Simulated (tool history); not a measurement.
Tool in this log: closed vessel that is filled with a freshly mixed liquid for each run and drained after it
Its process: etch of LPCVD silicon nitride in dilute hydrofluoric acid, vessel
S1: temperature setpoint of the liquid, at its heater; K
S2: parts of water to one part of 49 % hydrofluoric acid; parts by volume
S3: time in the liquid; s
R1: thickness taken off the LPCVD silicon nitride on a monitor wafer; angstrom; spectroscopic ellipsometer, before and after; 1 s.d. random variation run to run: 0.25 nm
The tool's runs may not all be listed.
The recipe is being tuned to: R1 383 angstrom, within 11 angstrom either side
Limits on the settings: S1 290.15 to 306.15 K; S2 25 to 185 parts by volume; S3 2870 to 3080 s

Run 1, hour 0: S1 298.15 K, S2 105 parts by volume, S3 2870 s. Result: R1 141.31 angstrom.
Run 2, hour 9.1: S1 299.15 K, S2 100 parts by volume, S3 2870 s. Result: R1 155.6 angstrom.
Run 3, hour 11.4: S1 296.65 K, S2 100 parts by volume, S3 2870 s. Result: R1 132.89 angstrom.
Run 4, hour 19.7: S1 298.15 K, S2 100 parts by volume, S3 2870 s. Result: R1 148.48 angstrom.
Run 5, hour 28.8: S1 299.15 K, S2 95 parts by volume, S3 2870 s. Result: R1 165.87 angstrom.
Run 6, hour 37.7: S1 299.65 K, S2 90 parts by volume, S3 2870 s. Result: R1 180.91 angstrom.
Run 7, hour 45.6: S1 300.15 K, S2 85 parts by volume, S3 2870 s. Result: R1 197.76 angstrom.
Run 8, hour 47.1: S1 300.65 K, S2 80 parts by volume, S3 2870 s. Result: R1 216.99 angstrom.
Run 9, hour 55.8: S1 301.15 K, S2 80 parts by volume, S3 2870 s. Result: R1 222.92 angstrom.

Consider the 4 candidate settings below. Which is the only one whose results all fall within their allowed miss of target?
Run A, hour 64.5: S1 301.15 K, S2 50 parts by volume, S3 3080 s. Result: R1 ?.
Run B, hour 64.5: S1 301.15 K, S2 45 parts by volume, S3 2960 s. Result: R1 ?.
Run C, hour 64.5: S1 304.15 K, S2 55 parts by volume, S3 3010 s. Result: R1 ?.
Run D, hour 64.5: S1 302.65 K, S2 50 parts by volume, S3 3065 s. Result: R1 ?.

move      R1
   A  384.36
   B  409.75
   C  414.96
   D  421.72
A: all results in spec
B: carries the result that was furthest off beyond its target, to the other side
C: carries the result that was furthest off beyond its target, to the other side
D: carries the result that was furthest off beyond its target, to the other side
The right move is A.
